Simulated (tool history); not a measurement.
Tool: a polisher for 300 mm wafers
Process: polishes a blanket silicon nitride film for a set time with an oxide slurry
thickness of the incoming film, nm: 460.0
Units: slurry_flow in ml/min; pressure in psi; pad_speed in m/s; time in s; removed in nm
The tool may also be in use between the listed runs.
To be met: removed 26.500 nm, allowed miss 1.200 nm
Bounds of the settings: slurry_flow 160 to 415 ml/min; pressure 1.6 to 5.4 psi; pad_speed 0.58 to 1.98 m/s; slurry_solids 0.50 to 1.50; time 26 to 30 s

| run | hour | slurry_flow | pressure | pad_speed | slurry_solids | time | removed |
|---|---|---|---|---|---|---|---|
| 1 | 0.0 | 265 | 3.5 | 1.28 | 1.00 | 30 | 18.153 |
| 2 | 6.7 | 265 | 3.5 | 1.28 | 1.15 | 30 | 19.624 |
| 3 | 13.4 | 265 | 3.5 | 1.28 | 1.15 | 26 | 17.122 |
| 4 | 17.0 | 265 | 4.2 | 1.28 | 1.15 | 26 | 19.054 |
| 5 | 19.8 | 265 | 4.2 | 1.28 | 1.15 | 26 | 19.211 |
| 6 | 23.2 | 265 | 4.2 | 1.28 | 0.95 | 26 | 17.085 |
| 7 | 24.3 | 265 | 4.5 | 1.42 | 0.95 | 26 | 19.788 |
| 8 | 27.7 | 265 | 5.4 | 1.54 | 0.95 | 26 | 23.389 |
| 9 | 32.3 | 265 | 5.4 | 1.60 | 0.95 | 26 | 24.086 |
| 10 | 38.7 | 265 | 5.4 | 1.64 | 0.95 | 26 | 24.283 |
| 11 | 45.3 | 265 | 5.4 | 1.68 | 0.95 | 26 | 24.671 |

Which of these 5 next moves meets every target?
| A | 51.9 | 265 | 5.4 | 1.56 | 0.95 | 26 | ? |
| B | 51.9 | 270 | 5.4 | 1.38 | 0.90 | 30 | ? |
| C | 51.9 | 280 | 5.2 | 1.72 | 0.95 | 28 | ? |
| D | 51.9 | 305 | 5.4 | 1.60 | 1.05 | 29 | ? |
| E | 51.9 | 280 | 5.4 | 1.80 | 0.90 | 30 | ? |

| move | removed |
|---|---|
| A | 23.940 |
| B | 24.335 |
| C | 27.192 |
| D | 29.370 |
| E | 29.880 |
A: further off than the last run
B: further off than the last run
C: meets every target
D: takes the result that was furthest off past its target
E: takes the result that was furthest off past its target
Answer: C

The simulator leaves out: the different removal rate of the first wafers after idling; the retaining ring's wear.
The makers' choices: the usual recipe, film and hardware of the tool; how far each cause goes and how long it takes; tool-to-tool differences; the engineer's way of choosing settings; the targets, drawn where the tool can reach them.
